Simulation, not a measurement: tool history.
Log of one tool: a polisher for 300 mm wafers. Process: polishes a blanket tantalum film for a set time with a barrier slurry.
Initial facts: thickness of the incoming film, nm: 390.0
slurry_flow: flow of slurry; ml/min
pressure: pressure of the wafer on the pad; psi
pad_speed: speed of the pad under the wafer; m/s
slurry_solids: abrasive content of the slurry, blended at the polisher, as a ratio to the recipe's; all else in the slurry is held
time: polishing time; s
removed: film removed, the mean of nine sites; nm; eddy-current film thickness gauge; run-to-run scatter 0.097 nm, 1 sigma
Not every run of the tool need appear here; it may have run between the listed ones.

run,day,slurry_flow,pressure,pad_speed,slurry_solids,time,removed
1,0.000,300,1.5,0.84,1.00,50,46.987
2,0.079,300,1.4,0.78,1.00,50,41.712
3,0.154,300,1.3,0.72,0.95,50,35.624
4,0.354,300,1.2,0.68,0.95,50,31.517
5,0.696,300,1.1,0.64,0.95,50,27.882
6,0.854,300,0.9,0.64,0.95,50,23.044
7,0.996,300,0.9,0.62,0.95,50,22.479
8,1.342,300,0.9,0.60,0.95,50,21.890
9,1.550,300,0.9,0.58,0.95,50,21.282
10,1.896,300,0.9,0.58,0.95,50,21.354
11,2.029,300,0.9,0.56,0.95,50,20.828
12,2.262,290,0.8,0.52,0.95,50,17.731
13,2.371,280,0.8,0.52,0.95,50,17.437
14,2.592,275,0.8,0.52,0.95,50,17.426
15,2.704,270,0.8,0.52,0.95,50,17.341
16,2.962,265,0.8,0.52,0.95,50,17.334
17,3.242,250,0.7,0.52,0.95,50,15.253
18,3.275,255,0.7,0.52,0.95,50,15.453

Run 19 has not been measured yet. What should we expect?
19,3.350,300,0.8,0.52,0.95,50,?

{"run 19": {"removed": 17.714}}
